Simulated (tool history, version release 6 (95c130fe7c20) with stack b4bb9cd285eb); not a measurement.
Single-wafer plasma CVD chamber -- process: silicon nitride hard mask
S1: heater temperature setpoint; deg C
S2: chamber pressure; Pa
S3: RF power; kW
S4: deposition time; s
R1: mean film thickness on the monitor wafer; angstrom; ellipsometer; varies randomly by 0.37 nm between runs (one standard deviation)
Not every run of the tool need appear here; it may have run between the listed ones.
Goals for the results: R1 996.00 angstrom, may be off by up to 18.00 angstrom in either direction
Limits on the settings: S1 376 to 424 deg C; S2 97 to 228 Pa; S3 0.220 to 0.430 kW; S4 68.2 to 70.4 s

run  hour   S1   S2     S3    S4      R1
  1   0.0  400  163  0.325  68.2  871.89
  2   5.9  400  140  0.325  68.2  826.50
  3  14.5  400  140  0.325  68.2  826.10
  4  23.4  396  140  0.325  68.2  830.10
  5  27.6  396  140  0.280  68.2  761.83
  6  28.5  396  152  0.280  68.2  786.12
  7  31.1  396  184  0.325  68.6  916.50
  8  32.8  396  188  0.325  68.6  916.39

Of the 5 settings listed for the next run, only one would bring every result within its allowed miss of target. Which one?
  A  34.5  398  199  0.340  68.2   ?
  B  34.5  394  203  0.365  69.7   ?
  C  34.5  403  201  0.320  70.4   ?
  D  34.5  383  183  0.370  68.6   ?
  E  34.5  392  228  0.350  69.2   ?

move       R1
   A   958.75
   B  1028.60
   C   956.90
   D   992.38
   E  1033.70
A: closer than the last run, but not yet in spec
B: pushes the last run's worst result past its target
C: closer than the last run, but not yet in spec
D: every result within its allowed miss
E: pushes the last run's worst result past its target
D meets every target.
